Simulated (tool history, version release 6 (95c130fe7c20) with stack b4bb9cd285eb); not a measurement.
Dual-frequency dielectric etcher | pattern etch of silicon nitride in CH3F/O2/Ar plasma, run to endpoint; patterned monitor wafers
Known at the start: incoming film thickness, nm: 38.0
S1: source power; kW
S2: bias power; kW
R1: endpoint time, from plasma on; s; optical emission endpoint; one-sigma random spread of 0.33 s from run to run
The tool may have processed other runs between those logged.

Run 1, hour 0.0: S1 0.320 kW, S2 0.051 kW. Result: R1 69.874 s.
Run 2, hour 9.0: S1 0.320 kW, S2 0.059 kW. Result: R1 66.570 s.
Run 3, hour 15.8: S1 0.320 kW, S2 0.055 kW. Result: R1 67.199 s.
Run 4, hour 22.2: S1 0.340 kW, S2 0.056 kW. Result: R1 66.248 s.
Run 5, hour 28.6: S1 0.360 kW, S2 0.057 kW. Result: R1 64.331 s.
Run 6, hour 29.4: S1 0.380 kW, S2 0.057 kW. Result: R1 62.093 s.
Run 7, hour 37.9: S1 0.390 kW, S2 0.057 kW. Result: R1 61.927 s.
Run 8, hour 44.9: S1 0.400 kW, S2 0.057 kW. Result: R1 61.940 s.
Run 9, hour 51.7: S1 0.410 kW, S2 0.058 kW. Result: R1 60.756 s.

What does the tool deliver on the next run?
Run 10, hour 60.6: S1 0.420 kW, S2 0.058 kW. Result: R1 ?.

R1: 60.333 s

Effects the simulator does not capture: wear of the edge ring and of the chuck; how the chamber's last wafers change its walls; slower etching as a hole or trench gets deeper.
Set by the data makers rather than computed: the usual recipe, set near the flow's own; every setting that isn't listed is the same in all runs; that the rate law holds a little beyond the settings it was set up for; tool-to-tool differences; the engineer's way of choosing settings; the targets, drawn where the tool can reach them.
